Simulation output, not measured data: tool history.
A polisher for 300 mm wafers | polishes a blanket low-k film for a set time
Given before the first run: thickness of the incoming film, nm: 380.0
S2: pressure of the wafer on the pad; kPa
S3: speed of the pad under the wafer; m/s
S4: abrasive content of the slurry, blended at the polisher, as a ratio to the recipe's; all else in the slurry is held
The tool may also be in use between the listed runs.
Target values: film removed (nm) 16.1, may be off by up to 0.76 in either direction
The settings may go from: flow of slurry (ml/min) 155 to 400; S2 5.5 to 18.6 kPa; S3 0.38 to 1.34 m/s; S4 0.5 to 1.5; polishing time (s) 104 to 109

Run 1, hour 0: flow of slurry (ml/min) 255, S2 11.7 kPa, S3 0.86 m/s, S4 1, polishing time (s) 104. Result: film removed (nm) 35.051.
Run 2, hour 1: flow of slurry (ml/min) 255, S2 9.7 kPa, S3 0.78 m/s, S4 1, polishing time (s) 104. Result: film removed (nm) 26.432.
Run 3, hour 4.9: flow of slurry (ml/min) 280, S2 9.7 kPa, S3 0.78 m/s, S4 1, polishing time (s) 104. Result: film removed (nm) 27.438.
Run 4, hour 13.2: flow of slurry (ml/min) 270, S2 8.3 kPa, S3 0.74 m/s, S4 1, polishing time (s) 104. Result: film removed (nm) 22.505.
Run 5, hour 14.2: flow of slurry (ml/min) 265, S2 7.6 kPa, S3 0.72 m/s, S4 1, polishing time (s) 104. Result: film removed (nm) 20.952.
Run 6, hour 22.8: flow of slurry (ml/min) 240, S2 7.6 kPa, S3 0.72 m/s, S4 1, polishing time (s) 104. Result: film removed (nm) 20.16.
Run 7, hour 26: flow of slurry (ml/min) 230, S2 6.9 kPa, S3 0.72 m/s, S4 1, polishing time (s) 104. Result: film removed (nm) 18.795.
Run 8, hour 28.2: flow of slurry (ml/min) 230, S2 5.5 kPa, S3 0.68 m/s, S4 1, polishing time (s) 104. Result: film removed (nm) 14.52.
Run 9, hour 30.5: flow of slurry (ml/min) 240, S2 5.5 kPa, S3 0.68 m/s, S4 1, polishing time (s) 104. Result: film removed (nm) 14.807.
Run 10, hour 31.8: flow of slurry (ml/min) 245, S2 5.5 kPa, S3 0.68 m/s, S4 1, polishing time (s) 104. Result: film removed (nm) 15.035.
Run 11, hour 39.2: flow of slurry (ml/min) 250, S2 5.5 kPa, S3 0.68 m/s, S4 1, polishing time (s) 104. Result: film removed (nm) 14.745.

Next run, 5 choices. One meets every target within its allowed miss, the rest don't. Which?
Run A, hour 46.6: flow of slurry (ml/min) 285, S2 6.9 kPa, S3 0.68 m/s, S4 0.95, polishing time (s) 109. Result: film removed (nm) ?.
Run B, hour 46.6: flow of slurry (ml/min) 255, S2 5.5 kPa, S3 0.82 m/s, S4 1.05, polishing time (s) 106. Result: film removed (nm) ?.
Run C, hour 46.6: flow of slurry (ml/min) 185, S2 5.5 kPa, S3 0.78 m/s, S4 0.9, polishing time (s) 109. Result: film removed (nm) ?.
Run D, hour 46.6: flow of slurry (ml/min) 250, S2 7.6 kPa, S3 0.5 m/s, S4 1.15, polishing time (s) 109. Result: film removed (nm) ?.
Run E, hour 46.6: flow of slurry (ml/min) 275, S2 6.9 kPa, S3 0.64 m/s, S4 1.05, polishing time (s) 108. Result: film removed (nm) ?.

move  film removed (nm)
   A             18.959
   B             18.713
   C               16.1
   D             17.616
   E             18.907
A: takes the biggest miss from the last run beyond its target
B: takes the biggest miss from the last run beyond its target
C: in spec on every target
D: takes the biggest miss from the last run beyond its target
E: takes the biggest miss from the last run beyond its target
Correct choice: C, which meets every target
